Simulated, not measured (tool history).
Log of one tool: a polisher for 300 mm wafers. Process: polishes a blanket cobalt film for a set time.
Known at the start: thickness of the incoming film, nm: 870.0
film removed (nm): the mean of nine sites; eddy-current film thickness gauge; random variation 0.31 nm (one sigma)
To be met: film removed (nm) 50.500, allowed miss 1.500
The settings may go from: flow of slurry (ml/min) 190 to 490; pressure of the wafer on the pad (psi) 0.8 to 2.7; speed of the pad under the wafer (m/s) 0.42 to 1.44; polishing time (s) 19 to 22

run  hour  flow of slurry (ml/min)  pressure of the wafer on the pad (psi)  speed of the pad under the wafer (m/s)  polishing time (s)  film removed (nm)
  1   0.0                      315                                     1.7                                    0.92                  22             71.730
  2   6.2                      380                                     1.7                                    0.92                  22             72.808
  3   9.4                      380                                     1.7                                    0.92                  19             62.867
  4  14.5                      380                                     1.7                                    0.92                  22             73.469
  5  15.6                      320                                     1.7                                    0.92                  22             72.490
  6  19.4                      320                                     1.5                                    0.92                  22             65.367
  7  20.4                      320                                     1.4                                    0.92                  22             61.132
  8  21.9                      320                                     1.3                                    0.92                  22             57.630
  9  22.9                      320                                     1.2                                    0.92                  22             53.663

5 next moves are on the table. One of them brings every result within its allowed miss. Which?
  A  23.9                      335                                     1.2                                    1.00                  22                  ?
  B  23.9                      315                                     1.1                                    1.06                  22                  ?
  C  23.9                      370                                     1.0                                    1.20                  21                  ?
  D  23.9                      385                                     1.0                                    1.04                  20                  ?
  E  23.9                      440                                     1.0                                    1.00                  22                  ?

move  film removed (nm)
   A             56.997
   B             55.436
   C             55.024
   D             46.427
   E             49.784
A: further off than the last run
B: further off than the last run
C: further off than the last run
D: takes the result that was furthest off past its target
E: meets every target
Answer: E
